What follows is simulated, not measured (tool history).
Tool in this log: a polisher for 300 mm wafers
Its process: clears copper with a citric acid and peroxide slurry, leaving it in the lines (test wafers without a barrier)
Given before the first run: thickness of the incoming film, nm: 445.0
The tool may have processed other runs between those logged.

run,hour,flow of slurry (ml/min),pressure of the wafer on the pad (kPa),speed of the pad under the wafer (m/s),abrasive content of the slurry,overpolish time after the end point (s),time until the end point was called (s),dishing of a wide line in a test structure (nm)
1,0.0,200,26.9,1.34,1.0,22,112.770,44.839
2,4.4,200,29.6,1.34,1.0,22,103.610,47.684
3,12.1,200,29.6,1.34,1.0,31,100.580,59.799
4,16.2,200,31.0,1.34,1.0,30,98.056,60.621
5,20.4,200,32.4,1.34,1.0,29,91.960,63.531
6,24.4,200,28.3,1.34,1.0,29,105.030,58.077
7,31.5,205,35.9,1.38,1.0,23,81.089,60.094
8,40.4,205,36.5,1.38,1.0,23,80.792,58.476

What will run 9 give?
9,41.6,205,37.2,1.38,1.0,23,?,?

time until the end point was called (s): 81.209
dishing of a wide line in a test structure (nm): 61.076
